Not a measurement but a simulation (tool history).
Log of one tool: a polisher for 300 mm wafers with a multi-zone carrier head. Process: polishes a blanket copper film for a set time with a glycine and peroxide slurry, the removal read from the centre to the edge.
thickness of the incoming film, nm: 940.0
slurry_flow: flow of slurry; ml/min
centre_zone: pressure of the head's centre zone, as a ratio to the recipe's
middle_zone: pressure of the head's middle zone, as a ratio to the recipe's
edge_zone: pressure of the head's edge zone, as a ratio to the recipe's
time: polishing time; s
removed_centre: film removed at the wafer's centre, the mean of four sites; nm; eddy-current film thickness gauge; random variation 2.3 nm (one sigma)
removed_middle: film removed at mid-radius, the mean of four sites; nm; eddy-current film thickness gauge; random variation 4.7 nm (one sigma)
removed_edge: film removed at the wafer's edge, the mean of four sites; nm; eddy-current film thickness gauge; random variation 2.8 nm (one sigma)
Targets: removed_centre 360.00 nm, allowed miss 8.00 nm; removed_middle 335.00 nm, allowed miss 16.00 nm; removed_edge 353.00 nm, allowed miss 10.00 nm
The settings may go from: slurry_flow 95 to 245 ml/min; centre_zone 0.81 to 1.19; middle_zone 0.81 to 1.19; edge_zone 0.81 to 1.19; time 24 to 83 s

run	day	slurry_flow	centre_zone	middle_zone	edge_zone	time	removed_centre	removed_middle	removed_edge
1	0.000	155	1.00	1.00	1.00	53	318.07	316.75	319.35
2	0.188	155	0.94	1.00	1.00	53	298.54	328.10	318.44
3	0.467	155	0.94	1.00	1.00	48	271.90	300.96	285.90
4	0.721	140	0.94	1.00	1.00	48	267.42	283.22	281.43
5	0.800	165	0.94	1.00	1.00	48	272.49	295.63	293.08
6	0.979	165	0.94	0.97	1.00	48	273.35	281.77	289.12
7	1.154	175	0.98	0.99	1.03	48	287.35	297.54	295.28
8	1.342	185	1.00	0.98	1.05	49	303.65	292.82	313.94
9	1.712	195	1.02	1.00	1.06	49	308.44	311.23	313.51
10	1.875	225	1.11	0.93	1.16	53	372.96	318.83	358.71

4 next moves are on the table. One of them brings every result within its allowed miss. Which?
A	2.038	240	1.09	0.88	1.11	57	?	?	?
B	2.038	210	1.17	0.91	1.17	52	?	?	?
C	2.038	210	1.03	1.00	1.19	53	?	?	?
D	2.038	235	1.05	0.97	1.09	54	?	?	?

move	removed_centre	removed_middle	removed_edge
A	396.05	329.85	377.10
B	379.36	304.23	349.05
C	343.18	335.80	358.51
D	361.49	338.15	352.90
A: further off than the last run
B: further off than the last run
C: takes the result that was furthest off past its target
D: meets every target
Move D is the one to make.
